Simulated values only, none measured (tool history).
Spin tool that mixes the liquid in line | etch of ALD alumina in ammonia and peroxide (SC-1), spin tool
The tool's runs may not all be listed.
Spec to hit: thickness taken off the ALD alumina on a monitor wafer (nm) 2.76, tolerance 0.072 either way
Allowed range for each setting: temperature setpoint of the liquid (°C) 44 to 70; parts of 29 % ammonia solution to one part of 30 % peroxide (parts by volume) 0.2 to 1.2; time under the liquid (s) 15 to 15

run  hour  temperature setpoint of the liquid (°C)  parts of 29 % ammonia solution to one part of 30 % peroxide (parts by volume)  time under the liquid (s)  thickness taken off the ALD alumina on a monitor wafer (nm)
  1     0                                       60                                                                           0.75                         15                                                       1.7369
  2   8.8                                       65                                                                           0.75                         15                                                       2.2352
  3    10                                       65                                                                           0.65                         15                                                       2.2309
  4  11.1                                       65                                                                            0.8                         15                                                       2.2631
  5  11.8                                       65                                                                            0.8                         15                                                       2.2505
  6  20.4                                     60.5                                                                            0.8                         15                                                       1.7837
  7    27                                       62                                                                            0.8                         15                                                       1.9464
  8  34.9                                       63                                                                            0.8                         15                                                       2.0537
  9  41.9                                       64                                                                            0.8                         15                                                       2.1406
 10  43.2                                       65                                                                            0.8                         15                                                       2.2433
 11  49.8                                       70                                                                            0.8                         15                                                       2.8842

Exercise: of the 5 proposed moves below, exactly one satisfies all targets within the stated allowed misses. Which move is it?
  A  56.4                                     68.5                                                                              1                         15                                                            ?
  B  56.4                                       69                                                                            1.2                         15                                                            ?
  C  56.4                                       68                                                                            0.8                         15                                                            ?
  D  56.4                                       68                                                                           0.75                         15                                                            ?
  E  56.4                                     67.5                                                                            0.9                         15                                                            ?

move  thickness taken off the ALD alumina on a monitor wafer (nm)
   A                                                       2.7627
   B                                                       2.8809
   C                                                        2.639
   D                                                       2.6229
   E                                                       2.6031
A: every result lands within tolerance
B: no better and no worse than the last run
C: moves the result that the last run missed by most past its target, out the other side
D: moves the result that the last run missed by most past its target, out the other side
E: moves the result that the last run missed by most past its target, out the other side
A meets every target.
